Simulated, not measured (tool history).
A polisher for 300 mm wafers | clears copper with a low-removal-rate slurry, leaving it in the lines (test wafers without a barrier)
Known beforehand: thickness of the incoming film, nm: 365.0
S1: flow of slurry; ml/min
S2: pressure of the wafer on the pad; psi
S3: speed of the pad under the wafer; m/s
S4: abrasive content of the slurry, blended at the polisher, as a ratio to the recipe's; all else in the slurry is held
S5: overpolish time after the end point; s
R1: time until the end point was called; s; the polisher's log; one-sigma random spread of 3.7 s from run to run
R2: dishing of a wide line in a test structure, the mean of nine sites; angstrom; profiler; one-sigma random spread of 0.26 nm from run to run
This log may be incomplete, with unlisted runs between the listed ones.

| run | hour | S1 | S2 | S3 | S4 | S5 | R1 | R2 |
|---|---|---|---|---|---|---|---|---|
| 1 | 0 | 230 | 2.6 | 1.06 | 1 | 20 | 101.77 | 124.43 |
| 2 | 8.4 | 230 | 2.6 | 1.06 | 1 | 17 | 104.79 | 130.03 |
| 3 | 16.2 | 230 | 2.3 | 1.02 | 1 | 17 | 117.76 | 121.13 |
| 4 | 25 | 230 | 2.3 | 1.12 | 1 | 17 | 108.93 | 122.67 |
| 5 | 27.6 | 230 | 1.9 | 1.12 | 1 | 17 | 125.01 | 118.04 |
| 6 | 33.1 | 225 | 1.9 | 0.98 | 0.95 | 19 | 144.38 | 119.64 |
| 7 | 34.7 | 220 | 1.8 | 0.94 | 0.9 | 21 | 159.03 | 118.52 |
| 8 | 42.9 | 220 | 1.7 | 0.9 | 0.9 | 23 | 173.04 | 121.2 |
| 9 | 45.6 | 220 | 1.6 | 0.9 | 0.9 | 23 | 176.3 | 116.06 |
| 10 | 46.6 | 215 | 1.6 | 0.88 | 0.85 | 25 | 184.36 | 124.34 |
| 11 | 52.3 | 215 | 1.3 | 0.86 | 0.9 | 23 | 227.31 | 115.86 |
| 12 | 59.5 | 215 | 1.3 | 0.86 | 0.9 | 23 | 220.13 | 109.57 |

Run 13 has not been measured yet. What should we expect?
| 13 | 67.4 | 215 | 1.6 | 0.86 | 0.9 | 33 | ? | ? |

R1: 183.04 s
R2: 125.57 angstrom
